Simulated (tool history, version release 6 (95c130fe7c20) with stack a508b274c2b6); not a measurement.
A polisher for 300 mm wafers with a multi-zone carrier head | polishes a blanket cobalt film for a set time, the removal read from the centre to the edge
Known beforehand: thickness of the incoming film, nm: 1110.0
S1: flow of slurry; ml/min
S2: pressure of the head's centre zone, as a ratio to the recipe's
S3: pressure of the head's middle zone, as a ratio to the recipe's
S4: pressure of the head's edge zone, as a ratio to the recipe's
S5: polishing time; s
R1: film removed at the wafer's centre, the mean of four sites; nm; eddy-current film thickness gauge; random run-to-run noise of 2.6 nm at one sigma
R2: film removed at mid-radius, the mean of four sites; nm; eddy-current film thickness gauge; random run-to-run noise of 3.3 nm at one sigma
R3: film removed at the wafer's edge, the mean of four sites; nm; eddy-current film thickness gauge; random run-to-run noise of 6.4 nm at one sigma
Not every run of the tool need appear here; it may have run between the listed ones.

run	hour	S1	S2	S3	S4	S5	R1	R2	R3
1	0	145	1	1	1	66	375.3	371.65	352.73
2	3.8	145	0.93	1	1	66	346.04	369.26	349.43
3	12.4	130	0.93	1	1	66	338.07	361.88	343.7
4	16.2	130	0.93	1	1.04	66	338.45	359.65	348.27
5	19.8	150	0.93	1.01	1.09	69	372.31	392.83	381.19
6	26.9	150	0.93	1.08	1.09	69	367.65	418.63	390.3
7	31	160	0.93	1.07	1.12	70	380.76	417.29	386.5
8	38.7	145	0.94	1.07	1.14	73	391.04	431.31	408.79
9	46.3	145	0.93	1.06	1.16	75	396.84	443.48	433.09
10	48.4	150	0.93	1.05	1.17	75	404.02	441.56	434.01

Expected results for the next run?
11	56.2	150	0.93	1.05	1.18	75	?	?	?

Run 11 produced R1 403.58 nm, R2 443.91 nm, R3 425.41 nm.
